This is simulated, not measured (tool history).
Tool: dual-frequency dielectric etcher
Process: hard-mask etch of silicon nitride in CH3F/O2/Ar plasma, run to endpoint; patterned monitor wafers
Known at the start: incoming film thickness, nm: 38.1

Run 1, hour 0.0: source power (kW) 0.550, bias power (kW) 0.070. Result: endpoint time (s) 52.774.
Run 2, hour 2.4: source power (kW) 0.550, bias power (kW) 0.082. Result: endpoint time (s) 51.193.
Run 3, hour 9.2: source power (kW) 0.490, bias power (kW) 0.077. Result: endpoint time (s) 55.317.
Run 4, hour 15.0: source power (kW) 0.490, bias power (kW) 0.069. Result: endpoint time (s) 56.259.
Run 5, hour 19.3: source power (kW) 0.570, bias power (kW) 0.069. Result: endpoint time (s) 51.988.
Run 6, hour 26.0: source power (kW) 0.660, bias power (kW) 0.069. Result: endpoint time (s) 49.180.
Run 7, hour 32.0: source power (kW) 0.590, bias power (kW) 0.065. Result: endpoint time (s) 53.161.
Run 8, hour 36.4: source power (kW) 0.590, bias power (kW) 0.065. Result: endpoint time (s) 52.225.

Forecast run 9:
Run 9, hour 39.5: source power (kW) 0.480, bias power (kW) 0.051. Result: endpoint time (s) ?.

{"run 9": {"endpoint time (s)": 59.334}}
